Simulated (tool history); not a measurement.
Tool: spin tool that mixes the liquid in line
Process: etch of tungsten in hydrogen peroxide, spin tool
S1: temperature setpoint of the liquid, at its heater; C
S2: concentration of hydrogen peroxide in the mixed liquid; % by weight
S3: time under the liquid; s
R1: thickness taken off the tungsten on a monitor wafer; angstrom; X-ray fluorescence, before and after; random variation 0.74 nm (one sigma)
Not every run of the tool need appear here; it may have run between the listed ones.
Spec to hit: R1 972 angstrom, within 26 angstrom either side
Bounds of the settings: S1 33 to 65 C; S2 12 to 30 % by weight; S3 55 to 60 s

run,hour,S1,S2,S3,R1
1,0,49,21.5,55,597.93
2,9,53,21.5,55,755.6
3,12.7,50,21.5,55,640.36
4,21,50,19.5,55,607.39
5,29.5,50,21,55,623.96
6,35.9,51,21,55,664.91
7,42.2,51,21,55,657.83
8,45.9,52,21,55,710.75
9,46.5,53,21,55,758.23
10,52.9,53.5,21,55,759.64
11,55,54,21,55,789.52
12,62.2,54.5,21,55,824.33

Which of these 5 next moves meets every target?
A,69.4,54.5,24.5,60,?
B,69.4,61,12,55,?
C,69.4,50,24.5,55,?
D,69.4,58,20,60,?
E,69.4,56,21,55,?

move,R1
A,969.77
B,908.76
C,677.75
D,1076.5
E,899.41
A: hits every target within its allowed miss
B: closer than the last run, but not yet in spec
C: its largest miss is bigger than the last run's
D: pushes the last run's worst result past its target
E: closer than the last run, but not yet in spec
The move that meets every target is A.
